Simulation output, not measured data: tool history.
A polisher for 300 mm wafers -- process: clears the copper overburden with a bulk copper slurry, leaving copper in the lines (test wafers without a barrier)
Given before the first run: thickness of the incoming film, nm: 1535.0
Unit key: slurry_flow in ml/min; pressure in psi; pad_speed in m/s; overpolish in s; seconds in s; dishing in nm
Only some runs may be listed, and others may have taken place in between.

Run 1, hour 0.0: slurry_flow 180 ml/min, pressure 2.0 psi, pad_speed 1.42 m/s, slurry_solids 1.0, overpolish 28 s. Result: seconds 152.85 s, dishing 98.846 nm.
Run 2, hour 0.7: slurry_flow 175 ml/min, pressure 1.9 psi, pad_speed 1.40 m/s, slurry_solids 1.0, overpolish 33 s. Result: seconds 168.06 s, dishing 98.857 nm.
Run 3, hour 8.5: slurry_flow 175 ml/min, pressure 1.9 psi, pad_speed 1.40 m/s, slurry_solids 1.0, overpolish 27 s. Result: seconds 167.37 s, dishing 92.872 nm.
Run 4, hour 14.2: slurry_flow 175 ml/min, pressure 1.9 psi, pad_speed 1.38 m/s, slurry_solids 1.0, overpolish 32 s. Result: seconds 170.17 s, dishing 100.010 nm.
Run 5, hour 19.4: slurry_flow 210 ml/min, pressure 1.9 psi, pad_speed 1.38 m/s, slurry_solids 1.0, overpolish 32 s. Result: seconds 160.34 s, dishing 97.500 nm.
Run 6, hour 24.1: slurry_flow 235 ml/min, pressure 1.9 psi, pad_speed 1.38 m/s, slurry_solids 1.0, overpolish 32 s. Result: seconds 157.32 s, dishing 99.952 nm.

Run 7 is up next; what results do you expect?
Run 7, hour 30.5: slurry_flow 225 ml/min, pressure 1.9 psi, pad_speed 1.36 m/s, slurry_solids 1.0, overpolish 36 s. Result: seconds ?, dishing ?.

{"run 7": {"seconds": 162.55, "dishing": 101.25}}

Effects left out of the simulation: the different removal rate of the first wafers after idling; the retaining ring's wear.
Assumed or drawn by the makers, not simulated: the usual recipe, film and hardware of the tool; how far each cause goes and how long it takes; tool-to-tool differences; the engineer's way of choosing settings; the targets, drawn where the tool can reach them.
